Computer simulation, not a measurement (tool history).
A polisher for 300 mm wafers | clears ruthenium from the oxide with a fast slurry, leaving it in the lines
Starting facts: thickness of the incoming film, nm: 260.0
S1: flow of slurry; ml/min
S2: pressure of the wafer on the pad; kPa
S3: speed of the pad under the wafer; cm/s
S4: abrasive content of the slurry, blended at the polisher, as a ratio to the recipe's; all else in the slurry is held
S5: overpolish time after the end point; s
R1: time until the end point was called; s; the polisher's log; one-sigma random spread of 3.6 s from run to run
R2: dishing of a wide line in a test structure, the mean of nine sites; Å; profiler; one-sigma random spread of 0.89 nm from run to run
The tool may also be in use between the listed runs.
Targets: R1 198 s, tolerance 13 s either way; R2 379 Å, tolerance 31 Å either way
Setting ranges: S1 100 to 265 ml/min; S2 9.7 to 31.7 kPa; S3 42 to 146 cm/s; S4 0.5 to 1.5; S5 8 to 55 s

| run | day | S1 | S2 | S3 | S4 | S5 | R1 | R2 |
|---|---|---|---|---|---|---|---|---|
| 1 | 0 | 170 | 20.7 | 94 | 1 | 28 | 72.141 | 758.13 |
| 2 | 0.296 | 170 | 17.9 | 82 | 1 | 29 | 93.026 | 628.95 |
| 3 | 0.438 | 170 | 17.9 | 82 | 1 | 37 | 91.086 | 733.7 |
| 4 | 0.788 | 130 | 17.9 | 82 | 1 | 37 | 99.894 | 720.69 |
| 5 | 0.942 | 130 | 17.9 | 60 | 1 | 37 | 137.16 | 589.93 |
| 6 | 1.154 | 130 | 17.9 | 60 | 1 | 28 | 134.44 | 453.36 |
| 7 | 1.408 | 130 | 17.9 | 60 | 1 | 28 | 131.12 | 432.52 |
| 8 | 1.712 | 125 | 15.9 | 58 | 1 | 30 | 154.94 | 400.65 |
| 9 | 1.767 | 120 | 15.2 | 56 | 1 | 32 | 167.79 | 415.98 |
| 10 | 2.079 | 120 | 14.5 | 56 | 1 | 32 | 175.91 | 388.46 |
| 11 | 2.417 | 120 | 12.4 | 54 | 1 | 35 | 219.88 | 357.25 |

Consider the 4 candidate settings below. Which is the only one whose results all fall within their allowed miss of target?
| A | 2.754 | 130 | 11.7 | 50 | 0.9 | 38 | ? | ? |
| B | 2.754 | 135 | 11 | 60 | 1.15 | 35 | ? | ? |
| C | 2.754 | 110 | 13.8 | 62 | 1.05 | 33 | ? | ? |
| D | 2.754 | 100 | 13.8 | 42 | 1 | 43 | ? | ? |

| move | R1 | R2 |
|---|---|---|
| A | 252.62 | 323.63 |
| B | 202.6 | 367.89 |
| C | 174.04 | 400.69 |
| D | 258.05 | 355.85 |
A: its largest miss is bigger than the last run's
B: meets every target
C: carries the result that was furthest off beyond its target, to the other side
D: its largest miss is bigger than the last run's
Move B is the one to make.
